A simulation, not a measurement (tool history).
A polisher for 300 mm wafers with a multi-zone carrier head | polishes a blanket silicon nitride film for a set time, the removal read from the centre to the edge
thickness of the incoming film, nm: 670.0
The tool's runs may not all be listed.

| run | hour | flow of slurry (ml/min) | pressure of the head's centre zone | pressure of the head's middle zone | pressure of the head's edge zone | polishing time (s) | film removed at the wafer's centre (nm) | film removed at mid-radius (nm) | film removed at the wafer's edge (nm) |
|---|---|---|---|---|---|---|---|---|---|
| 1 | 0 | 285 | 1 | 1 | 1 | 60 | 151.68 | 147.31 | 150.1 |
| 2 | 0.5 | 280 | 0.98 | 0.97 | 0.98 | 56 | 138.19 | 135.94 | 135.73 |
| 3 | 6.4 | 275 | 0.97 | 0.94 | 0.99 | 52 | 125.56 | 121.99 | 127.44 |
| 4 | 13.8 | 270 | 0.97 | 0.92 | 0.98 | 50 | 120.87 | 116.45 | 123.26 |
| 5 | 20 | 270 | 1.03 | 0.92 | 0.98 | 50 | 130.33 | 116.71 | 122.84 |
| 6 | 26.1 | 270 | 1.03 | 0.92 | 0.92 | 50 | 128.58 | 118.01 | 118.64 |
| 7 | 28.1 | 265 | 1.02 | 0.9 | 0.92 | 48 | 122.84 | 109.1 | 114.24 |
| 8 | 33.7 | 260 | 1 | 0.88 | 0.9 | 47 | 117.07 | 104.02 | 111.49 |
| 9 | 38.9 | 260 | 0.99 | 0.87 | 0.89 | 46 | 113.36 | 100.2 | 108.69 |
| 10 | 40.8 | 260 | 0.98 | 0.87 | 0.88 | 45 | 111.13 | 100.73 | 105.93 |
| 11 | 49.5 | 255 | 0.97 | 0.86 | 0.87 | 44 | 105.39 | 96.408 | 102.07 |
| 12 | 56.6 | 245 | 0.96 | 0.85 | 0.86 | 44 | 103.05 | 96.095 | 101.35 |

Run 13 comes next. What will it give?
| 13 | 65.3 | 245 | 0.96 | 0.85 | 0.86 | 44 | ? | ? | ? |

film removed at the wafer's centre (nm): 103.2
film removed at mid-radius (nm): 94.807
film removed at the wafer's edge (nm): 100.91
